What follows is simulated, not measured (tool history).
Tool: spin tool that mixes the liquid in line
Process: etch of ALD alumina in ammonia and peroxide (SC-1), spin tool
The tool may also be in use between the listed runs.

| run | day | temperature setpoint of the liquid (°C) | parts of 29 % ammonia solution to one part of 30 % peroxide (parts by volume) | time under the liquid (s) | thickness taken off the ALD alumina on a monitor wafer (Å) |
|---|---|---|---|---|---|
| 1 | 0.000 | 57.0 | 0.95 | 110 | 80.622 |
| 2 | 0.204 | 57.0 | 1.15 | 110 | 81.213 |
| 3 | 0.292 | 57.0 | 1.15 | 115 | 85.267 |
| 4 | 0.575 | 57.0 | 1.00 | 115 | 84.187 |
|  | 0.912 | thermometer replaced |
| 5 | 0.912 | 54.5 | 1.00 | 115 | 68.316 |
| 6 | 1.208 | 54.5 | 1.20 | 115 | 69.468 |
| 7 | 1.367 | 53.5 | 1.20 | 115 | 65.615 |
| 8 | 1.571 | 53.5 | 1.20 | 115 | 65.459 |
| 9 | 1.817 | 45.5 | 1.15 | 115 | 42.358 |
| 10 | 1.975 | 45.0 | 1.15 | 115 | 41.022 |

Forecast run 11:
| 11 | 2.196 | 44.5 | 1.15 | 115 | ? |

thickness taken off the ALD alumina on a monitor wafer (Å): 39.790

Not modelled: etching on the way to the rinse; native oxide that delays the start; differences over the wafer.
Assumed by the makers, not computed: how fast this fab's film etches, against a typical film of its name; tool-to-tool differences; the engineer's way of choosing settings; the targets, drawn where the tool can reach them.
